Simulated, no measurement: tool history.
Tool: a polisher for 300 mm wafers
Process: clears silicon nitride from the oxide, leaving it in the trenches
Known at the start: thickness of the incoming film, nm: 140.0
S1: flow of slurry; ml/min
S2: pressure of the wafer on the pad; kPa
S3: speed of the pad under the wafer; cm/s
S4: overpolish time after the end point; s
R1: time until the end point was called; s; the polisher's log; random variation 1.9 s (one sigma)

run 1 day=0.000 | S1=190 S2=23.4 S3=104 S4=6 | R1=162.86
run 2 day=0.054 | S1=190 S2=29.0 S3=104 S4=6 | R1=128.97
run 3 day=0.146 | S1=190 S2=29.0 S3=84 S4=6 | R1=163.42
run 4 day=0.208 | S1=190 S2=24.1 S3=84 S4=6 | R1=190.97
run 5 day=0.438 | S1=190 S2=24.1 S3=84 S4=6 | R1=189.31
run 6 day=0.733 | S1=190 S2=18.6 S3=84 S4=6 | R1=253.29
run 7 day=1.092 | S1=190 S2=25.5 S3=94 S4=6 | R1=163.26
run 8 day=1.229 | S1=190 S2=26.2 S3=94 S4=6 | R1=163.33
run 9 day=1.288 | S1=190 S2=26.9 S3=94 S4=6 | R1=159.14
run 10 day=1.621 | S1=190 S2=27.6 S3=96 S4=6 | R1=151.56
run 11 day=1.758 | S1=190 S2=28.3 S3=96 S4=6 | R1=144.25
run 12 day=1.950 | S1=190 S2=29.0 S3=96 S4=6 | R1=136.57

Forecast run 13:
run 13 day=2.071 | S1=190 S2=29.6 S3=96 S4=6 | R1=?

R1: 140.13 s

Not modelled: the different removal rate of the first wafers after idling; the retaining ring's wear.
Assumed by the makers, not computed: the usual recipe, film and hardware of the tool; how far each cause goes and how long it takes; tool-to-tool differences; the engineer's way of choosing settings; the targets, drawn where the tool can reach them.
